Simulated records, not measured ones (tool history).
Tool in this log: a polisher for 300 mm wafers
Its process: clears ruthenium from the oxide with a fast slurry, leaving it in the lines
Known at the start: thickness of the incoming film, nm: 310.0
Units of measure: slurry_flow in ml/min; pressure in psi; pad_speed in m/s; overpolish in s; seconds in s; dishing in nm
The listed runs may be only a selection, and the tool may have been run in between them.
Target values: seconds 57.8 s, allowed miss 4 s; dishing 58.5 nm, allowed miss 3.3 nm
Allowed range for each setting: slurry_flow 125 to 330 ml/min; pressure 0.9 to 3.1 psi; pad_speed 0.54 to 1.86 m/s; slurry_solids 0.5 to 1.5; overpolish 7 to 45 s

run,hour,slurry_flow,pressure,pad_speed,slurry_solids,overpolish,seconds,dishing
1,0,210,2,1.18,1,23,87.106,45.467
2,4.1,210,2,1.18,0.9,23,90.194,44.365
3,11.3,210,2.1,1.18,0.9,23,89.04,46.781
4,15.1,210,1.7,1.18,0.9,23,107.15,41.22
5,17,210,1.7,1.4,0.9,23,92.621,44.965
6,26,210,1.8,1.42,0.9,23,85.729,46.276
7,27.6,210,1.9,1.42,0.9,23,84.532,47.593
# hour 30.9: worn pad replaced by a new one
8,30.9,210,2,1.44,0.9,23,68.824,53.445
9,33.3,210,2.2,1.44,0.9,23,65.692,54.274

5 candidate next runs follow, results not yet known. Just one meets every target within its allowed miss. Identify it.
A,35.7,215,2.3,1.52,0.9,19,?,?
B,35.7,250,2.4,1.42,0.9,23,?,?
C,35.7,190,1.9,1.42,1,22,?,?
D,35.7,270,1.9,1.34,0.95,34,?,?
E,35.7,230,1.8,1.34,0.9,22,?,?

move,seconds,dishing
A,57.162,53.425
B,57.778,57.857
C,71.487,51.438
D,74.605,60.894
E,81.464,47.991
A: brings the result that was furthest off to its target, and leaves another outside
B: every result lands within tolerance
C: the biggest miss grows against the last run
D: the biggest miss grows against the last run
E: the biggest miss grows against the last run
Go with B: it meets all targets.

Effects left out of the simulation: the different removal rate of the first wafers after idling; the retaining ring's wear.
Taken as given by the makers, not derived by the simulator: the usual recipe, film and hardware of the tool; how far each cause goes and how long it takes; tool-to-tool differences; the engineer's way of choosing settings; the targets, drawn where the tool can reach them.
